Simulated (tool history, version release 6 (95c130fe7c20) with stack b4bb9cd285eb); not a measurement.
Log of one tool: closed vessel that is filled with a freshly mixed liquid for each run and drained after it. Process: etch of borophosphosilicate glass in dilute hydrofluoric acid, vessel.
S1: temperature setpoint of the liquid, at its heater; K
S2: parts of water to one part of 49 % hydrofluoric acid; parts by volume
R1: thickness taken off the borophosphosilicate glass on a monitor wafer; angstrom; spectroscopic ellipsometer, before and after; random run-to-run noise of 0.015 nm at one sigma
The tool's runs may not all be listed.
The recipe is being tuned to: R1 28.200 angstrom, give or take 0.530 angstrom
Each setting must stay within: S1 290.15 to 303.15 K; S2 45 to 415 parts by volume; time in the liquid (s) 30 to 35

{"run": 1, "hour": 0.0, "S1": 295.15, "S2": 230, "time in the liquid (s)": 35, "R1": 47.936}
{"run": 2, "hour": 6.7, "S1": 295.15, "S2": 200, "time in the liquid (s)": 35, "R1": 57.284}
{"run": 3, "hour": 8.8, "S1": 293.65, "S2": 230, "time in the liquid (s)": 35, "R1": 45.548}
{"run": 4, "hour": 17.3, "S1": 292.65, "S2": 250, "time in the liquid (s)": 35, "R1": 39.735}
{"run": 5, "hour": 26.6, "S1": 292.65, "S2": 250, "time in the liquid (s)": 35, "R1": 39.768}
{"run": 6, "hour": 30.8, "S1": 292.65, "S2": 285, "time in the liquid (s)": 35, "R1": 33.455}
{"run": 7, "hour": 34.2, "S1": 292.15, "S2": 290, "time in the liquid (s)": 35, "R1": 32.336}
{"run": 8, "hour": 37.3, "S1": 291.65, "S2": 295, "time in the liquid (s)": 35, "R1": 31.199}
{"run": 9, "hour": 43.1, "S1": 291.15, "S2": 300, "time in the liquid (s)": 35, "R1": 29.857}

Below are 5 possible settings for the next run. Only one of them brings all results inside the allowed miss of their targets. Which is it?
{"run": "A", "hour": 48.9, "S1": 290.15, "S2": 295, "time in the liquid (s)": 35, "R1": "?"}
{"run": "B", "hour": 48.9, "S1": 290.15, "S2": 260, "time in the liquid (s)": 30, "R1": "?"}
{"run": "C", "hour": 48.9, "S1": 290.15, "S2": 290, "time in the liquid (s)": 35, "R1": "?"}
{"run": "D", "hour": 48.9, "S1": 290.65, "S2": 300, "time in the liquid (s)": 35, "R1": "?"}
{"run": "E", "hour": 48.9, "S1": 290.65, "S2": 310, "time in the liquid (s)": 35, "R1": "?"}

move=A R1=29.253
move=B R1=29.310
move=C R1=29.883
move=D R1=29.191
move=E R1=28.013
A: moves toward the targets from the last run without getting all of them in spec
B: moves toward the targets from the last run without getting all of them in spec
C: about as far from the targets as the last run
D: moves toward the targets from the last run without getting all of them in spec
E: in spec on every target
The right move is E.
